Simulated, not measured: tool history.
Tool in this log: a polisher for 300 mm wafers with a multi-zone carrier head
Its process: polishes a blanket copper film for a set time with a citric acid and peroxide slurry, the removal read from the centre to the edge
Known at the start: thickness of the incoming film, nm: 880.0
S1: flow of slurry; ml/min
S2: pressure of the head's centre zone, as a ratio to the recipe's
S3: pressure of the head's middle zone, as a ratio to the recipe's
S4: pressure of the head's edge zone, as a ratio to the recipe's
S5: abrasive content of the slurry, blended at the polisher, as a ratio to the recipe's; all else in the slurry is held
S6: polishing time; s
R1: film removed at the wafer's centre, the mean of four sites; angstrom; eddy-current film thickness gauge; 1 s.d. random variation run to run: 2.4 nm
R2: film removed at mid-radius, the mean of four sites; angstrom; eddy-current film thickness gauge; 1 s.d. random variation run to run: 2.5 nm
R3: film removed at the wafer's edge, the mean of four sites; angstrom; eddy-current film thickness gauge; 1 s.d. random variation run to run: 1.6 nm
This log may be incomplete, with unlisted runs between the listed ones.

{"run": 1, "hour": 0.0, "S1": 165, "S2": 1.0, "S3": 1.0, "S4": 1.0, "S5": 1.0, "S6": 64, "R1": 1908.5, "R2": 1858.2, "R3": 1870.6}
{"run": 2, "hour": 7.3, "S1": 165, "S2": 0.95, "S3": 1.0, "S4": 1.0, "S5": 1.0, "S6": 64, "R1": 1756.2, "R2": 1888.1, "R3": 1843.6}
{"run": 3, "hour": 15.3, "S1": 170, "S2": 0.95, "S3": 1.01, "S4": 1.02, "S5": 1.05, "S6": 64, "R1": 1813.5, "R2": 1941.8, "R3": 1899.0}
{"run": 4, "hour": 23.5, "S1": 170, "S2": 0.95, "S3": 1.01, "S4": 1.02, "S5": 1.05, "S6": 80, "R1": 2291.3, "R2": 2439.9, "R3": 2398.3}
{"run": 5, "hour": 32.2, "S1": 170, "S2": 0.95, "S3": 1.01, "S4": 1.03, "S5": 1.05, "S6": 80, "R1": 2303.6, "R2": 2397.6, "R3": 2391.1}
{"run": 6, "hour": 38.2, "S1": 170, "S2": 0.95, "S3": 1.01, "S4": 1.03, "S5": 0.85, "S6": 80, "R1": 2168.7, "R2": 2322.8, "R3": 2308.7}
{"run": 7, "hour": 43.0, "S1": 170, "S2": 0.95, "S3": 1.01, "S4": 1.04, "S5": 0.85, "S6": 80, "R1": 2220.0, "R2": 2303.2, "R3": 2294.2}

For run 8, what comes out?
{"run": 8, "hour": 48.1, "S1": 170, "S2": 0.94, "S3": 1.01, "S4": 1.05, "S5": 0.85, "S6": 80, "R1": "?", "R2": "?", "R3": "?"}

{"run 8": {"R1": 2168.1, "R2": 2375.2, "R3": 2295.8}}
